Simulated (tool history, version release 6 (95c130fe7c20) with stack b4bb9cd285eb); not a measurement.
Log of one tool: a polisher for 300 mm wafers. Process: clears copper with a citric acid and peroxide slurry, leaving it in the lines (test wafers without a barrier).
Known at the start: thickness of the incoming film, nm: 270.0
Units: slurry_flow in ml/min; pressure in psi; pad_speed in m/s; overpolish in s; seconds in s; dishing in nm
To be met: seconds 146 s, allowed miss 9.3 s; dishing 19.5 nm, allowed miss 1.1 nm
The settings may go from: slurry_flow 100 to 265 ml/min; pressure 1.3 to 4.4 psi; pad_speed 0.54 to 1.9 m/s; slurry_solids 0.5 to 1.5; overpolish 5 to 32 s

run  hour  slurry_flow  pressure  pad_speed  slurry_solids  overpolish  seconds  dishing
  1     0          170       2.8       1.22              1          16   90.236   28.308
  2   7.1          170       2.8        1.1              1          16   101.58   25.891
  3  13.9          170       2.8        1.1           1.15          16   91.461   27.147
  4  20.3          170       2.5        1.1           1.15          16   107.27   24.365
  5  26.4          170       2.3        1.1           1.15          16    118.2   22.242
  6  29.6          170       2.3        1.1           1.15          21   117.24   27.743
  7  37.8          170       2.2        1.1           1.15          20   121.15   26.015
  8  38.5          170       2.1        1.1           1.15          19   126.12    24.02
  9  44.1          170         2        1.1           1.15          19   133.66   22.845

Which of these 5 next moves meets every target?
  A  49.7          170       1.5       1.18              1          23        ?        ?
  B  49.7          125       1.6       1.34           1.15          17        ?        ?
  C  49.7          190       1.8       1.04           0.95          17        ?        ?
  D  49.7          160       1.7        1.1            1.1          31        ?        ?
  E  49.7          190       2.2       0.98           0.95          22        ?        ?

move  seconds  dishing
   A   167.28   21.621
   B   142.09   19.386
   C   158.49    17.82
   D   155.95   28.791
   E   138.55   24.725
A: nearer than the last run, and not there yet
B: meets every target
C: takes the result that was furthest off past its target
D: further off than the last run
E: further off than the last run
Answer: B
